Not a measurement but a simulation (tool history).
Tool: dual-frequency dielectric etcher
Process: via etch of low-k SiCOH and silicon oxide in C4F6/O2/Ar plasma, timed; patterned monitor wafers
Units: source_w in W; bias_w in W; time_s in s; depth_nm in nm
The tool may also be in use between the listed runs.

run 1 day=0 | source_w=400 bias_w=210 time_s=35 | depth_nm=93.276
run 2 day=0.304 | source_w=430 bias_w=210 time_s=35 | depth_nm=97.44
run 3 day=0.458 | source_w=400 bias_w=207 time_s=35 | depth_nm=92.565
run 4 day=0.675 | source_w=380 bias_w=205 time_s=35 | depth_nm=89.599
run 5 day=0.796 | source_w=440 bias_w=205 time_s=35 | depth_nm=98.04
run 6 day=1.021 | source_w=410 bias_w=203 time_s=35 | depth_nm=93.43
run 7 day=1.225 | source_w=390 bias_w=201 time_s=35 | depth_nm=90.401
run 8 day=1.558 | source_w=370 bias_w=200 time_s=35 | depth_nm=87.222
run 9 day=1.817 | source_w=360 bias_w=199 time_s=35 | depth_nm=85.737

Run 10 comes next. What will it give?
run 10 day=2.021 | source_w=350 bias_w=198 time_s=35 | depth_nm=?

Run 10 gave depth_nm 83.643 nm.

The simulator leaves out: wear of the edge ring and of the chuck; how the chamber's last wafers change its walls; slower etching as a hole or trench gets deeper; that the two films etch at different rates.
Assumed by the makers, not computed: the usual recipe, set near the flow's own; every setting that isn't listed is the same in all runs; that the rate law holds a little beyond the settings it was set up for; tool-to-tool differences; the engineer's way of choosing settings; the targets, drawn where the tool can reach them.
